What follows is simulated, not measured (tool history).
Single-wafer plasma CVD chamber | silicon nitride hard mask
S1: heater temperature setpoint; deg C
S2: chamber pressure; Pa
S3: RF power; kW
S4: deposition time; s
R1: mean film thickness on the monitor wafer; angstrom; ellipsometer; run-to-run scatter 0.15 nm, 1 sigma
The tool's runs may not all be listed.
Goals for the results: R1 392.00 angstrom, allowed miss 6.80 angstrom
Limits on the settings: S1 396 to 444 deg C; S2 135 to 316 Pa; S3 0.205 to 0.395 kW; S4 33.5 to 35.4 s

run,hour,S1,S2,S3,S4,R1
1,0.0,420,225,0.300,35.4,446.22
2,6.5,420,215,0.300,35.4,442.83
3,8.8,424,215,0.300,35.4,441.65
4,15.7,424,215,0.300,35.4,439.55
5,18.3,424,205,0.300,35.4,437.34
6,21.6,424,229,0.300,35.4,446.75
7,22.9,424,220,0.295,35.4,440.30
8,30.3,424,212,0.290,35.4,429.10
9,39.0,424,204,0.290,35.4,428.63
10,41.4,424,197,0.285,35.4,417.88
11,48.5,424,192,0.285,35.4,419.22
12,50.7,424,187,0.285,35.4,416.72
13,58.7,424,181,0.285,35.4,414.12
14,64.4,424,177,0.285,35.4,407.57
15,72.2,424,175,0.285,35.4,407.68
16,80.9,424,171,0.285,35.4,408.77
17,88.5,424,167,0.285,35.4,405.66
18,92.3,424,167,0.285,35.4,406.53
19,93.4,424,164,0.285,35.4,406.22
20,94.1,424,161,0.285,35.4,405.00
21,101.1,424,159,0.285,35.4,400.09
22,106.9,424,157,0.285,35.4,402.83

5 next moves are on the table. One of them brings every result within its allowed miss. Which?
A,112.7,407,145,0.315,35.4,?
B,112.7,422,171,0.280,34.4,?
C,112.7,444,212,0.245,34.3,?
D,112.7,444,172,0.310,34.0,?
E,112.7,422,156,0.280,33.5,?

move,R1
A,419.51
B,393.06
C,377.54
D,408.29
E,375.31
A: its largest miss is bigger than the last run's
B: every result within its allowed miss
C: the result that was furthest off in the last run now lies on the other side of its target
D: its largest miss is bigger than the last run's
E: the result that was furthest off in the last run now lies on the other side of its target
Correct choice: B, which meets every target
